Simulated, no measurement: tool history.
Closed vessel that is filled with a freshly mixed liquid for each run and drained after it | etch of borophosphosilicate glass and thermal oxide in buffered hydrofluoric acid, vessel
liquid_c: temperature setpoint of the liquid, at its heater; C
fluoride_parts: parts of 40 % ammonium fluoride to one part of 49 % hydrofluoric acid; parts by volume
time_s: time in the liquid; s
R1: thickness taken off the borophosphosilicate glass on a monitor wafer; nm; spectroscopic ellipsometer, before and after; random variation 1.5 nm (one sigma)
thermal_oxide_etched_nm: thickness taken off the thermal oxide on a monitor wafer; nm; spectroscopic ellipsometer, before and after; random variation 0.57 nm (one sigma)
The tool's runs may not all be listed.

{"run": 1, "hour": 0.0, "liquid_c": 23.0, "fluoride_parts": 9.5, "time_s": 60, "R1": 129.23, "thermal_oxide_etched_nm": 55.95}
{"run": 2, "hour": 8.8, "liquid_c": 25.0, "fluoride_parts": 9.5, "time_s": 60, "R1": 145.37, "thermal_oxide_etched_nm": 63.758}
{"run": 3, "hour": 17.1, "liquid_c": 25.0, "fluoride_parts": 11.5, "time_s": 60, "R1": 122.31, "thermal_oxide_etched_nm": 53.121}
{"run": 4, "hour": 18.5, "liquid_c": 26.5, "fluoride_parts": 11.0, "time_s": 60, "R1": 139.43, "thermal_oxide_etched_nm": 61.724}
{"run": 5, "hour": 19.9, "liquid_c": 26.5, "fluoride_parts": 11.0, "time_s": 40, "R1": 92.018, "thermal_oxide_etched_nm": 41.027}
{"hour": 24.3, "done": "thermometer replaced"}
{"run": 6, "hour": 24.3, "liquid_c": 26.5, "fluoride_parts": 11.0, "time_s": 60, "R1": 153.81, "thermal_oxide_etched_nm": 67.528}

Run 7 comes next. What will it give?
{"run": 7, "hour": 30.4, "liquid_c": 27.0, "fluoride_parts": 11.0, "time_s": 60, "R1": "?", "thermal_oxide_etched_nm": "?"}

Run 7 gave R1 155.310 nm, thermal_oxide_etched_nm 69.667 nm.
